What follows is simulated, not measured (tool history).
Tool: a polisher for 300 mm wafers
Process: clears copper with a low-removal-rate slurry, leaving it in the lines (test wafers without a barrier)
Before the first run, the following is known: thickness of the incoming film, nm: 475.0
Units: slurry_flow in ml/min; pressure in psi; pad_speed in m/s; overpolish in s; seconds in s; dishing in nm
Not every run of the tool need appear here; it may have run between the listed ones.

{"run": 1, "hour": 0.0, "slurry_flow": 150, "pressure": 3.4, "pad_speed": 0.96, "slurry_solids": 1, "overpolish": 24, "seconds": 144.38, "dishing": 50.918}
{"run": 2, "hour": 1.0, "slurry_flow": 145, "pressure": 3.3, "pad_speed": 0.96, "slurry_solids": 1, "overpolish": 23, "seconds": 147.63, "dishing": 50.258}
{"run": 3, "hour": 1.7, "slurry_flow": 145, "pressure": 3.2, "pad_speed": 0.96, "slurry_solids": 1, "overpolish": 22, "seconds": 150.01, "dishing": 46.108}
{"run": 4, "hour": 9.3, "slurry_flow": 145, "pressure": 3.2, "pad_speed": 0.78, "slurry_solids": 1, "overpolish": 22, "seconds": 186.72, "dishing": 39.245}
{"run": 5, "hour": 18.0, "slurry_flow": 150, "pressure": 3.3, "pad_speed": 0.78, "slurry_solids": 1, "overpolish": 22, "seconds": 181.94, "dishing": 39.401}
{"run": 6, "hour": 26.4, "slurry_flow": 150, "pressure": 3.4, "pad_speed": 0.78, "slurry_solids": 1, "overpolish": 22, "seconds": 175.06, "dishing": 41.001}
{"run": 7, "hour": 30.0, "slurry_flow": 155, "pressure": 3.5, "pad_speed": 0.78, "slurry_solids": 1, "overpolish": 22, "seconds": 172.15, "dishing": 42.079}

The next listed run, before its measurement:
{"run": 8, "hour": 36.9, "slurry_flow": 155, "pressure": 3.6, "pad_speed": 0.78, "slurry_solids": 1, "overpolish": 22, "seconds": "?", "dishing": "?"}

seconds: 168.24 s
dishing: 42.89 nm

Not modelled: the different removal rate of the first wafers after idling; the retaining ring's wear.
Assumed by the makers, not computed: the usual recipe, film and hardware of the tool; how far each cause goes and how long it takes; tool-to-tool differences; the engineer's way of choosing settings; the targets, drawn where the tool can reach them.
